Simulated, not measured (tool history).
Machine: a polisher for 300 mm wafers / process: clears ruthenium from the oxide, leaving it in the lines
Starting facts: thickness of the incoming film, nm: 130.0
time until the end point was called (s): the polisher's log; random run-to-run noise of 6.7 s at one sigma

run,hour,flow of slurry (ml/min),pressure of the wafer on the pad (psi),speed of the pad under the wafer (cm/s),overpolish time after the end point (s),time until the end point was called (s)
1,0,145,2.1,88,3,108.34
2,3.8,145,2.1,66,3,145.32
3,6,170,2.1,66,3,145.31
4,12.8,170,1.9,62,3,166.36
5,16.9,165,1.8,58,3,191.9
6,18.5,165,1.8,42,3,260.1

Expected results for the next run?
7,26.7,165,1.7,42,3,?

Run 7 came out at time until the end point was called (s) 261.64.
